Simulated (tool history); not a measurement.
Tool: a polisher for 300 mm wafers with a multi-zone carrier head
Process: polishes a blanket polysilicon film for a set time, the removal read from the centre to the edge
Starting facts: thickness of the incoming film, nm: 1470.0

run    day  flow of slurry (ml/min)  pressure of the head's centre zone  pressure of the head's middle zone  pressure of the head's edge zone  polishing time (s)  film removed at the wafer's centre (angstrom)  film removed at mid-radius (angstrom)  film removed at the wafer's edge (angstrom)
  1      0                      215                                   1                                   1                                 1                  71                                         5894.1                                 5872.9                                       6059.3
  2  0.167                      215                                0.94                                   1                                 1                  71                                         5656.5                                 5971.1                                         5962
  3  0.446                      210                                0.93                                0.99                              0.99                  69                                         5383.2                                 5688.6                                       5629.1
  4  0.575                      205                                0.92                                0.98                              0.98                  67                                         5168.6                                 5464.3                                       5579.8
  5  0.817                      210                                0.92                                0.98                              0.97                  65                                         5056.7                                   5340                                       5330.1
  6  0.967                      210                                0.92                                0.93                              0.97                  65                                         4985.1                                 5182.1                                       5310.4
  7   1.25                      210                                0.91                                0.93                              0.96                  63                                         4857.5                                   4948                                       5087.2
  8  1.504                      205                                 0.9                                0.93                              0.95                  62                                         4705.9                                 4942.6                                       5028.7
  9  1.721                      205                                0.89                                0.93                              0.94                  61                                         4536.9                                 4732.5                                       4957.6
 10  2.004                      215                                0.89                                0.94                              0.93                  59                                         4475.3                                 4769.5                                       4754.5
 11  2.204                      215                                0.88                                0.94                              0.92                  58                                         4356.5                                 4690.9                                       4690.8
 12  2.379                      220                                0.88                                0.94                              0.91                  57                                           4405                                   4553                                       4609.2
 13  2.433                      220                                0.87                                0.95                               0.9                  56                                         4168.1                                 4567.4                                       4513.3
 14  2.567                      220                                0.87                                0.95                              0.89                  55                                         4194.1                                 4430.5                                       4469.5
 15  2.888                      225                                0.87                                0.96                              0.88                  54                                         4066.1                                 4434.9                                       4308.5
     3.071  -- slurry nozzle cleaned
 16  3.071                      225                                0.87                                0.96                              0.87                  54                                         4406.5                                   4740                                       4470.2
 17  3.129                      225                                0.86                                0.96                              0.87                  53                                         4230.5                                 4689.3                                       4348.4
 18  3.342                      225                                0.86                                0.96                              0.87                  53                                         4181.1                                 4710.1                                       4352.6

Forecast run 19:
 19  3.488                      225                                0.86                                0.95                              0.87                  53                                              ?                                      ?                                            ?

{"run 19": {"film removed at the wafer's centre (angstrom)": 4288.3, "film removed at mid-radius (angstrom)": 4544.5, "film removed at the wafer's edge (angstrom)": 4412.1}}

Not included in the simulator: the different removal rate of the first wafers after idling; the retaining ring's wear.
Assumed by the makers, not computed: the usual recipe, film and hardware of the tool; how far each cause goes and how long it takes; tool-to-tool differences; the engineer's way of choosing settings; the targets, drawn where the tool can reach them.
